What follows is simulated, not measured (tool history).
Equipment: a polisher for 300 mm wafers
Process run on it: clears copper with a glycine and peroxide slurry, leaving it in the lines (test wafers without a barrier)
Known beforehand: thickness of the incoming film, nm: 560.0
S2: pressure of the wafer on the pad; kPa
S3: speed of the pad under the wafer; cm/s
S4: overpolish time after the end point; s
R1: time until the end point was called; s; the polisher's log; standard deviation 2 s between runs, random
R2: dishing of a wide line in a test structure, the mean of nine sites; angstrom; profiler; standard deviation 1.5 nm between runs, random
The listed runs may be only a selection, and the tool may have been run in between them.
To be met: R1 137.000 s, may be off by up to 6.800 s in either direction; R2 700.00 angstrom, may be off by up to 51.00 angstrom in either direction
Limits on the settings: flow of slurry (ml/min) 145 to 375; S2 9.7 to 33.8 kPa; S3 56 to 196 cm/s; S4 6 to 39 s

run 1 day=0.000 | flow_of_slurry_(ml/min)=240 S2=21.4 S3=126 S4=20 | R1=98.331 R2=605.42
run 2 day=0.054 | flow_of_slurry_(ml/min)=240 S2=19.3 S3=124 S4=23 | R1=106.970 R2=619.59
run 3 day=0.396 | flow_of_slurry_(ml/min)=240 S2=24.8 S3=124 S4=23 | R1=88.567 R2=728.22
run 4 day=0.558 | flow_of_slurry_(ml/min)=240 S2=22.1 S3=122 S4=26 | R1=97.979 R2=718.76
run 5 day=0.600 | flow_of_slurry_(ml/min)=240 S2=22.1 S3=122 S4=30 | R1=96.838 R2=779.17
run 6 day=0.792 | flow_of_slurry_(ml/min)=240 S2=24.8 S3=122 S4=30 | R1=88.351 R2=853.11
run 7 day=0.962 | flow_of_slurry_(ml/min)=240 S2=22.1 S3=120 S4=32 | R1=98.244 R2=797.22
run 8 day=1.304 | flow_of_slurry_(ml/min)=240 S2=20.0 S3=116 S4=34 | R1=109.720 R2=796.07
run 9 day=1.550 | flow_of_slurry_(ml/min)=240 S2=20.0 S3=116 S4=34 | R1=111.040 R2=753.68
run 10 day=1.779 | flow_of_slurry_(ml/min)=240 S2=18.6 S3=114 S4=35 | R1=119.430 R2=758.65

Next run, 5 choices. One meets every target within its allowed miss, the rest don't. Which?
run A day=2.008 | flow_of_slurry_(ml/min)=195 S2=27.6 S3=100 S4=21 | R1=? R2=?
run B day=2.008 | flow_of_slurry_(ml/min)=240 S2=22.8 S3=122 S4=27 | R1=? R2=?
run C day=2.008 | flow_of_slurry_(ml/min)=190 S2=18.6 S3=100 S4=37 | R1=? R2=?
run D day=2.008 | flow_of_slurry_(ml/min)=245 S2=22.1 S3=104 S4=37 | R1=? R2=?
run E day=2.008 | flow_of_slurry_(ml/min)=280 S2=18.6 S3=130 S4=27 | R1=? R2=?

move=A R1=98.821 R2=658.67
move=B R1=96.128 R2=753.38
move=C R1=138.470 R2=721.74
move=D R1=112.260 R2=817.53
move=E R1=106.390 R2=693.34
A: moves away from the targets compared with the last run
B: moves away from the targets compared with the last run
C: every result within its allowed miss
D: moves away from the targets compared with the last run
E: moves away from the targets compared with the last run
C meets every target.
